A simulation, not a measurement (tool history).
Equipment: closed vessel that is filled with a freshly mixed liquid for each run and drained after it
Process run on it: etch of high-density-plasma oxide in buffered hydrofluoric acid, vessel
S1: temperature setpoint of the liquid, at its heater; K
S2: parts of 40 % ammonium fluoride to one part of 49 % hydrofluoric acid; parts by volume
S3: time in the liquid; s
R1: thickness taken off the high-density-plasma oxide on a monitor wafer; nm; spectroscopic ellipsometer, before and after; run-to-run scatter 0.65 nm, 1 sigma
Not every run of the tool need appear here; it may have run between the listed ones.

{"run": 1, "hour": 0.0, "S1": 297.15, "S2": 9, "S3": 90, "R1": 120.45}
{"run": 2, "hour": 3.2, "S1": 296.15, "S2": 9, "S3": 90, "R1": 111.94}
{"run": 3, "hour": 8.7, "S1": 296.15, "S2": 10, "S3": 90, "R1": 107.52}
{"run": 4, "hour": 15.6, "S1": 294.15, "S2": 10, "S3": 90, "R1": 95.691}
{"run": 5, "hour": 22.7, "S1": 293.65, "S2": 10, "S3": 90, "R1": 91.139}
{"run": 6, "hour": 24.3, "S1": 293.65, "S2": 10, "S3": 95, "R1": 96.924}

Estimate the outcome of run 7 from the log above:
{"run": 7, "hour": 27.0, "S1": 293.15, "S2": 10, "S3": 95, "R1": "?"}

Run 7 produced R1 93.848 nm.

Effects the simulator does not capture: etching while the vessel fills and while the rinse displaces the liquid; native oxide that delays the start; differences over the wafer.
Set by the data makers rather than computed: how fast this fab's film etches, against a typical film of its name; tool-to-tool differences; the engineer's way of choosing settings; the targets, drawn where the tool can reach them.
